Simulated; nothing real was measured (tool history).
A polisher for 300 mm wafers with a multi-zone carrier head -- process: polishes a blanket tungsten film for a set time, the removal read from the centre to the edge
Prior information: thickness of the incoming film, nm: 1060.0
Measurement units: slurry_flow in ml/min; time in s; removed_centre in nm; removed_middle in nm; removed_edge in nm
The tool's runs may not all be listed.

| run | hour | slurry_flow | centre_zone | middle_zone | edge_zone | slurry_solids | time | removed_centre | removed_middle | removed_edge |
|---|---|---|---|---|---|---|---|---|---|---|
| 1 | 0.0 | 210 | 1.00 | 1.00 | 1.00 | 1.00 | 66 | 313.04 | 308.79 | 296.67 |
| 2 | 3.8 | 210 | 1.00 | 1.00 | 1.00 | 1.00 | 78 | 377.26 | 368.50 | 353.03 |
| 3 | 9.5 | 210 | 1.00 | 1.00 | 1.00 | 1.00 | 67 | 312.58 | 309.98 | 302.06 |
| 4 | 13.9 | 210 | 1.00 | 1.08 | 1.00 | 1.00 | 67 | 317.24 | 322.08 | 304.07 |
| 5 | 16.5 | 210 | 1.00 | 1.08 | 1.04 | 1.00 | 67 | 320.02 | 333.07 | 310.67 |
| 6 | 19.0 | 215 | 1.02 | 1.08 | 1.06 | 1.05 | 67 | 329.74 | 333.58 | 318.11 |

Run 7 comes next. What will it give?
| 7 | 26.3 | 225 | 1.04 | 1.10 | 1.07 | 1.10 | 67 | ? | ? | ? |

Run 7 yielded removed_centre 338.20 nm, removed_middle 342.94 nm, removed_edge 319.20 nm.
